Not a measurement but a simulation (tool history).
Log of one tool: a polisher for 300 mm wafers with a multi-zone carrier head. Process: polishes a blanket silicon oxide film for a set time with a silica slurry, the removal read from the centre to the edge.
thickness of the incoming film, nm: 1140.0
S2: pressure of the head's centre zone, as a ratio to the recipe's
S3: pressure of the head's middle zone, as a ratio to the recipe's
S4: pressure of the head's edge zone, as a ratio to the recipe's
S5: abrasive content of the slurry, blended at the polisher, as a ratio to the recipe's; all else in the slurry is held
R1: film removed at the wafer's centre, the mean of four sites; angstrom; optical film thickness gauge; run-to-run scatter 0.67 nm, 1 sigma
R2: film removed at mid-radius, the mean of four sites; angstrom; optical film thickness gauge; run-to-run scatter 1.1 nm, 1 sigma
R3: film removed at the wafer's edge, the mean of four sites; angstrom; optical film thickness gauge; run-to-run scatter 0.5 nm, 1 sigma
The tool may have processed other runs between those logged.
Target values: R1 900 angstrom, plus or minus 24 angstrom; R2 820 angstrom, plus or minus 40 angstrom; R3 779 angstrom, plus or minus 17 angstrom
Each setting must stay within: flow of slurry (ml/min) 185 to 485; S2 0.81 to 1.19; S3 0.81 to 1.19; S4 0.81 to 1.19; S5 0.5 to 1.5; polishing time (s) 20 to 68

run 1 hour=0 | flow_of_slurry_(ml/min)=310 S2=1 S3=1 S4=1 S5=1 polishing_time_(s)=44 | R1=753.94 R2=765.85 R3=754.63
run 2 hour=5.8 | flow_of_slurry_(ml/min)=330 S2=1.04 S3=1.01 S4=1 S5=1 polishing_time_(s)=44 | R1=769.69 R2=773.56 R3=748.46
run 3 hour=11.1 | flow_of_slurry_(ml/min)=330 S2=1.04 S3=1.01 S4=1.07 S5=1 polishing_time_(s)=44 | R1=776.31 R2=771.25 R3=781.73
run 4 hour=11.7 | flow_of_slurry_(ml/min)=335 S2=1.09 S3=1.02 S4=1.06 S5=1 polishing_time_(s)=44 | R1=829.44 R2=784.64 R3=774.3
run 5 hour=19.7 | flow_of_slurry_(ml/min)=335 S2=1.09 S3=1.02 S4=1.06 S5=1.2 polishing_time_(s)=44 | R1=916.55 R2=878.37 R3=869
run 6 hour=23 | flow_of_slurry_(ml/min)=330 S2=1.09 S3=1.01 S4=1.02 S5=1.2 polishing_time_(s)=44 | R1=898.9 R2=851.69 R3=846.92
run 7 hour=28.9 | flow_of_slurry_(ml/min)=325 S2=1.1 S3=1.01 S4=0.98 S5=1.2 polishing_time_(s)=44 | R1=923.81 R2=867.22 R3=826.13
run 8 hour=32.4 | flow_of_slurry_(ml/min)=320 S2=1.1 S3=1 S4=0.96 S5=1.2 polishing_time_(s)=44 | R1=910.43 R2=861.44 R3=822.75
run 9 hour=39.5 | flow_of_slurry_(ml/min)=320 S2=1.11 S3=0.99 S4=0.94 S5=1.2 polishing_time_(s)=44 | R1=920.92 R2=840.66 R3=816.74
run 10 hour=44.7 | flow_of_slurry_(ml/min)=315 S2=1.11 S3=0.99 S4=0.92 S5=1.2 polishing_time_(s)=44 | R1=931.91 R2=818.61 R3=798.13
run 11 hour=51.8 | flow_of_slurry_(ml/min)=310 S2=1.1 S3=0.99 S4=0.91 S5=1.2 polishing_time_(s)=44 | R1=904.08 R2=844.3 R3=801.31
run 12 hour=55.1 | flow_of_slurry_(ml/min)=310 S2=1.1 S3=0.98 S4=0.9 S5=1.2 polishing_time_(s)=44 | R1=911.68 R2=841.65 R3=795.53
run 13 hour=58.2 | flow_of_slurry_(ml/min)=310 S2=1.1 S3=0.98 S4=0.9 S5=1.2 polishing_time_(s)=44 | R1=901.85 R2=854.24 R3=795.19
run 14 hour=66.8 | flow_of_slurry_(ml/min)=310 S2=1.11 S3=0.97 S4=0.9 S5=1.2 polishing_time_(s)=44 | R1=916.07 R2=849.3 R3=789.17
run 15 hour=67.5 | flow_of_slurry_(ml/min)=310 S2=1.11 S3=0.97 S4=0.91 S5=1.2 polishing_time_(s)=44 | R1=920.47 R2=836.45 R3=803
run 16 hour=73.7 | flow_of_slurry_(ml/min)=305 S2=1.11 S3=0.97 S4=0.9 S5=1.2 polishing_time_(s)=44 | R1=933.7 R2=826.65 R3=796.96

Which single option among these 4 for the next run brings every result within its allowed miss of target? Just one does.
run A hour=79.9 | flow_of_slurry_(ml/min)=325 S2=1.11 S3=0.89 S4=0.85 S5=1 polishing_time_(s)=52 | R1=? R2=? R3=?
run B hour=79.9 | flow_of_slurry_(ml/min)=485 S2=1.08 S3=1 S4=1.01 S5=1.4 polishing_time_(s)=39 | R1=? R2=? R3=?
run C hour=79.9 | flow_of_slurry_(ml/min)=325 S2=1.19 S3=0.97 S4=1 S5=1.2 polishing_time_(s)=42 | R1=? R2=? R3=?
run D hour=79.9 | flow_of_slurry_(ml/min)=290 S2=1.11 S3=0.98 S4=0.88 S5=1.05 polishing_time_(s)=47 | R1=? R2=? R3=?

move=A R1=974.04 R2=818.22 R3=828.48
move=B R1=887.55 R2=841.61 R3=830.57
move=C R1=943.23 R2=792.78 R3=805.34
move=D R1=897.85 R2=817.83 R3=777.43
A: lands further from the targets than the last run did
B: brings the result that was furthest off to its target, and leaves another outside
C: lands further from the targets than the last run did
D: all results land within tolerance of their targets
The move that meets every target is D.
